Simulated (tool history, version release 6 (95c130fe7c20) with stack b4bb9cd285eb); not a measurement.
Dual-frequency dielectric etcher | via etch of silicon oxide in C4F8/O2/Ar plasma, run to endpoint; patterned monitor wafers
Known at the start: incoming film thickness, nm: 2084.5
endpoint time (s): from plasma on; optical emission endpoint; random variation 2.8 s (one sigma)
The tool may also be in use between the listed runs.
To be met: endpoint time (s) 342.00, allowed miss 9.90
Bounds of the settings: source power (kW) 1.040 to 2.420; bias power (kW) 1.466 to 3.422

run  hour  source power (kW)  bias power (kW)  endpoint time (s)
  1   0.0              1.730            2.444             395.57
  2   1.1              1.730            2.735             382.05
  3   6.9              1.820            2.790             372.96
  4   8.7              1.820            3.099             364.64
  5  10.5              1.820            2.683             376.81
  6  17.5              1.820            2.324             393.04
  7  18.1              1.940            2.409             376.59
  8  19.8              1.940            2.409             375.29
  9  21.2              2.010            2.447             372.93
 10  27.5              2.010            2.447             374.66

Which of these 4 next moves meets every target?
  A  33.8              1.550            2.136                  ?
  B  33.8              1.870            2.074                  ?
  C  33.8              1.570            1.915                  ?
  D  33.8              2.350            2.757                  ?

move  endpoint time (s)
   A             419.86
   B             396.09
   C             429.55
   D             339.19
A: further off than the last run
B: further off than the last run
C: further off than the last run
D: meets every target
Move D is the one to make.
